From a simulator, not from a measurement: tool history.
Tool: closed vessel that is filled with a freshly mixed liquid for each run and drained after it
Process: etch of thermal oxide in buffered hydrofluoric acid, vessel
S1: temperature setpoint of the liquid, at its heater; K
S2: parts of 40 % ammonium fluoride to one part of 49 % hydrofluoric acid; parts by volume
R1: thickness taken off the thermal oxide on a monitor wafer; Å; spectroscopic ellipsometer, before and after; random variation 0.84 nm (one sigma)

run 1 hour=0.0 | S1=295.15 S2=7.0 time_in_the_liquid_(s)=90 | R1=1243.0
run 2 hour=7.8 | S1=295.15 S2=7.0 time_in_the_liquid_(s)=90 | R1=1225.3
run 3 hour=16.7 | S1=295.15 S2=5.0 time_in_the_liquid_(s)=90 | R1=1636.3
run 4 hour=18.7 | S1=292.15 S2=5.0 time_in_the_liquid_(s)=90 | R1=1384.8
run 5 hour=27.3 | S1=292.15 S2=5.0 time_in_the_liquid_(s)=90 | R1=1382.2
run 6 hour=35.9 | S1=291.65 S2=5.5 time_in_the_liquid_(s)=90 | R1=1236.0
run 7 hour=42.7 | S1=291.15 S2=5.5 time_in_the_liquid_(s)=90 | R1=1226.2

Run 8 comes next. What will it give?
run 8 hour=50.1 | S1=290.65 S2=6.0 time_in_the_liquid_(s)=90 | R1=?

R1: 1092.4 Å

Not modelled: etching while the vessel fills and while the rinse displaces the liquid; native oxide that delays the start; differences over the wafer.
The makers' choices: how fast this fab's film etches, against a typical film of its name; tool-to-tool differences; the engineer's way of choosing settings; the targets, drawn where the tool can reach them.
